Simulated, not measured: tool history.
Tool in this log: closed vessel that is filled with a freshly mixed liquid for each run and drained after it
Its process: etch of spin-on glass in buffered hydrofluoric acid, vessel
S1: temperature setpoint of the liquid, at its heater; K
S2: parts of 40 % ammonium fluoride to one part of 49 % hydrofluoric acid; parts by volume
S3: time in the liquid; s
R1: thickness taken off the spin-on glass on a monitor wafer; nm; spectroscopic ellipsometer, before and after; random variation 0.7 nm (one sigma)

run	day	S1	S2	S3	R1
1	0.000	295.15	13.0	90	138.33
2	0.375	296.65	13.0	90	148.88
3	0.412	293.15	13.0	90	123.98
4	0.579	296.15	13.0	90	147.18
5	0.792	296.15	14.5	90	133.27
6	1.046	296.15	12.5	90	151.18
7	1.325	294.65	13.5	90	131.71

What does the tool deliver on the next run?
8	1.500	293.15	14.0	90	?

{"run 8": {"R1": 115.57}}
